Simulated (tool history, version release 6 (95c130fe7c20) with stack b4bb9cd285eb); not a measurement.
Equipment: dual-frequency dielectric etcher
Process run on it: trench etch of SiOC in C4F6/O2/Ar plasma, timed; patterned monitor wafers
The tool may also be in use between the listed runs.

run,hour,source power (kW),bias power (kW),etch time (s),mean etch depth across the wafer (nm)
1,0,0.5,0.193,27.5,64.445
2,0.7,0.5,0.193,27.5,64.695
3,2.3,0.53,0.193,27.5,65.312
4,6.8,0.45,0.193,27.5,62.338
5,8.8,0.43,0.187,27.5,61.388
6,14.6,0.41,0.18,27.5,59.865
7,19.7,0.4,0.175,27.5,59.052

The next listed run, before its measurement:
8,26.7,0.39,0.171,27.5,?

mean etch depth across the wafer (nm): 57.965
